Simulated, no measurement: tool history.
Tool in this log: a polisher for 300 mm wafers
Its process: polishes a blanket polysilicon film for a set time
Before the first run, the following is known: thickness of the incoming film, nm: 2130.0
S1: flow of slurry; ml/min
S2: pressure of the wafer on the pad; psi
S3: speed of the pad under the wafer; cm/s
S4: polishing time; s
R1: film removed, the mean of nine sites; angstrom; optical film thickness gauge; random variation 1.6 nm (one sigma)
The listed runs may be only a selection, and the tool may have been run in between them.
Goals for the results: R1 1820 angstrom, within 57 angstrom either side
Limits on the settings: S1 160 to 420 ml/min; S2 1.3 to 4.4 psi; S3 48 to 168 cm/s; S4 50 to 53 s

run,hour,S1,S2,S3,S4,R1
1,0,270,2.8,108,50,4277.4
2,4.5,270,2.2,108,50,3356.6
3,9,270,2,108,50,3048.6
4,11.1,270,1.9,104,50,2859.2
5,16.8,305,1.9,104,50,2905.5
6,19.1,360,1.9,104,50,2920.4
7,24.2,360,1.8,100,50,2714.1
8,24.9,360,1.7,96,50,2453.2
9,31.9,360,1.6,94,50,2311.5
10,39.9,360,1.5,92,50,2108.9
11,45.4,355,1.5,92,50,2083.4
12,50.7,350,1.5,92,50,2108.3
13,57.5,345,1.5,92,50,2096.6
14,64.8,330,1.3,84,50,1687.3

Which one of the following 4 next-run settings gets every result inside its allowed miss? There is exactly one.
A,72.1,275,1.3,70,50,?
B,72.1,335,1.5,60,50,?
C,72.1,310,1.4,80,52,?
D,72.1,305,1.3,70,52,?

move,R1
A,1456.7
B,1523.7
C,1813
D,1530.9
A: lands further from the targets than the last run did
B: lands further from the targets than the last run did
C: in spec on every target
D: lands further from the targets than the last run did
C meets every target.
